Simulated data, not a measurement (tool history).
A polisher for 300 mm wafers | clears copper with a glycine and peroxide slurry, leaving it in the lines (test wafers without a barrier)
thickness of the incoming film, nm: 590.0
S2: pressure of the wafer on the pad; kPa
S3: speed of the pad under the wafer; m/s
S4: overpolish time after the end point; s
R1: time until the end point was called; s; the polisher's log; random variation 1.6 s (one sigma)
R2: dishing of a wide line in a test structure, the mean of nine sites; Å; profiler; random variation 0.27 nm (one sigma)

{"run": 1, "hour": 0.0, "flow of slurry (ml/min)": 255, "S2": 20.0, "S3": 1.18, "S4": 16, "R1": 101.17, "R2": 375.13}
{"run": 2, "hour": 3.0, "flow of slurry (ml/min)": 215, "S2": 20.0, "S3": 1.18, "S4": 16, "R1": 101.15, "R2": 370.9}
{"run": 3, "hour": 5.1, "flow of slurry (ml/min)": 160, "S2": 20.0, "S3": 1.18, "S4": 16, "R1": 103.73, "R2": 359.64}
{"run": 4, "hour": 6.4, "flow of slurry (ml/min)": 160, "S2": 18.6, "S3": 1.22, "S4": 15, "R1": 104.68, "R2": 340.79}
{"run": 5, "hour": 15.2, "flow of slurry (ml/min)": 160, "S2": 16.5, "S3": 1.22, "S4": 15, "R1": 120.92, "R2": 332.08}
{"run": 6, "hour": 20.8, "flow of slurry (ml/min)": 160, "S2": 11.7, "S3": 1.22, "S4": 15, "R1": 156.0, "R2": 288.43}

The next listed run, before its measurement:
{"run": 7, "hour": 21.5, "flow of slurry (ml/min)": 160, "S2": 11.7, "S3": 1.26, "S4": 14, "R1": "?", "R2": "?"}

{"run 7": {"R1": 157.96, "R2": 274.44}}
